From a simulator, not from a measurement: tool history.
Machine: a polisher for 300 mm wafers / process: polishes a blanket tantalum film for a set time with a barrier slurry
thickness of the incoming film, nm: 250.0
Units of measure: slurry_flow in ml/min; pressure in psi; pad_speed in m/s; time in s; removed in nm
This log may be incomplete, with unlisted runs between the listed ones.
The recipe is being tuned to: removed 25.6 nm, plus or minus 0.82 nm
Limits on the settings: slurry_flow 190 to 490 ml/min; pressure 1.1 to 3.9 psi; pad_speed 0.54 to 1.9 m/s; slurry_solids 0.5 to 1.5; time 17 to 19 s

run	day	slurry_flow	pressure	pad_speed	slurry_solids	time	removed
1	0	315	2.5	1.22	1	19	51.478
2	0.042	315	2.1	1.16	1	19	41.167
3	0.233	315	1.8	1.14	1	19	35.066
4	0.342	385	1.8	1.14	1	19	35.359
5	0.5	385	1.8	0.88	1	19	27.727
6	0.762	385	2.3	0.88	1	19	35.652
7	0.929	385	2.3	0.88	1	19	35.129
8	0.971	385	2.1	0.88	1	19	31.675
9	1.196	385	2	0.88	1	19	30.824
10	1.279	385	1.9	0.88	1	19	29.393
11	1.533	385	1.9	0.88	1	19	29.273
12	1.646	385	1.8	0.88	1	19	27.796
13	1.942	385	1.8	0.88	1	19	28.004

Exercise: of the 4 proposed moves below, exactly one satisfies all targets within the stated allowed misses. Which move is it?
A	2.238	455	1.9	1.06	1	17	?
B	2.238	490	2.1	0.74	1.1	19	?
C	2.238	400	1.8	1.02	0.9	19	?
D	2.238	490	1.5	1.04	1.05	17	?

move	removed
A	31.963
B	28.846
C	31.496
D	25.473
A: further off than the last run
B: further off than the last run
C: further off than the last run
D: all results in spec
The right move is D.
